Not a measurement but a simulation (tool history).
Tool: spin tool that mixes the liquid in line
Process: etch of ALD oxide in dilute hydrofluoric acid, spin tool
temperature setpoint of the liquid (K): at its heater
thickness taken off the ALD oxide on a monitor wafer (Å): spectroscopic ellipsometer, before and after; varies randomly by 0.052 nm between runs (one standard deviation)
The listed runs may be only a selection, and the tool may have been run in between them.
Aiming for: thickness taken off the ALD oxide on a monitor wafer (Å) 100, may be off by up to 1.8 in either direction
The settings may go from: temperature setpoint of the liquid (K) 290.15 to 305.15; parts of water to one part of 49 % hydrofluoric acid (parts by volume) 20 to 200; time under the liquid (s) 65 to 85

run    day  temperature setpoint of the liquid (K)  parts of water to one part of 49 % hydrofluoric acid (parts by volume)  time under the liquid (s)  thickness taken off the ALD oxide on a monitor wafer (Å)
  1      0                                  297.15                                                                     110                         85                                                    70.052
  2  0.304                                  295.65                                                                     110                         85                                                    66.859
  3  0.433                                  296.65                                                                     110                         85                                                     69.45
  4    0.8                                  296.65                                                                      90                         85                                                     86.69
  5  0.867                                  299.15                                                                      90                         85                                                    94.328
  6  0.938                                  299.15                                                                     115                         85                                                    72.318
  7  1.079                                  299.65                                                                     115                         85                                                    74.136
  8  1.454                                  300.15                                                                     115                         85                                                    75.869
  9  1.746                                  300.65                                                                     115                         85                                                     76.74

4 candidate next runs follow, results not yet known. Just one meets every target within its allowed miss. Identify it.
  A  2.038                                  296.65                                                                      75                         85                                                         ?
  B  2.038                                  299.15                                                                      90                         85                                                         ?
  C  2.038                                  300.15                                                                      85                         85                                                         ?
  D  2.038                                  297.15                                                                      80                         85                                                         ?

move  thickness taken off the ALD oxide on a monitor wafer (Å)
   A                                                    105.82
   B                                                    95.846
   C                                                    106.28
   D                                                    100.66
A: carries the result that was furthest off beyond its target, to the other side
B: better than the last run, though not everything is in spec
C: carries the result that was furthest off beyond its target, to the other side
D: all results land within tolerance of their targets
Move D is the one to make.
